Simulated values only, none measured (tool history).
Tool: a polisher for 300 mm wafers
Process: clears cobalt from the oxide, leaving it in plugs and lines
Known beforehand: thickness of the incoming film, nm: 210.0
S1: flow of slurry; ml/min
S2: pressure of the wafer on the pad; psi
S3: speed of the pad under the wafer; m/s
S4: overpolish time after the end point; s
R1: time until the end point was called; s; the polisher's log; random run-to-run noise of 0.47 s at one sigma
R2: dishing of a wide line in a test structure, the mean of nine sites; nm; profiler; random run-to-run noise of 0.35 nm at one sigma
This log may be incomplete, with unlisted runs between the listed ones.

run 1 hour=0 | S1=290 S2=2.5 S3=1.04 S4=16 | R1=28.23 R2=59.211
run 2 hour=8.7 | S1=285 S2=2.3 S3=1.04 S4=13 | R1=30.879 R2=51.254
run 3 hour=9.4 | S1=260 S2=2 S3=1.12 S4=11 | R1=30.367 R2=45.281
run 4 hour=10.7 | S1=260 S2=2 S3=1.22 S4=11 | R1=28.59 R2=46.967
run 5 hour=17.1 | S1=260 S2=2 S3=1.42 S4=11 | R1=25.035 R2=49.946
run 6 hour=20.6 | S1=310 S2=2 S3=1.42 S4=11 | R1=24.844 R2=50.995

Forecast run 7:
run 7 hour=23.4 | S1=275 S2=1.8 S3=1.4 S4=10 | R1=? R2=?

{"run 7": {"R1": 26.52, "R2": 46.234}}

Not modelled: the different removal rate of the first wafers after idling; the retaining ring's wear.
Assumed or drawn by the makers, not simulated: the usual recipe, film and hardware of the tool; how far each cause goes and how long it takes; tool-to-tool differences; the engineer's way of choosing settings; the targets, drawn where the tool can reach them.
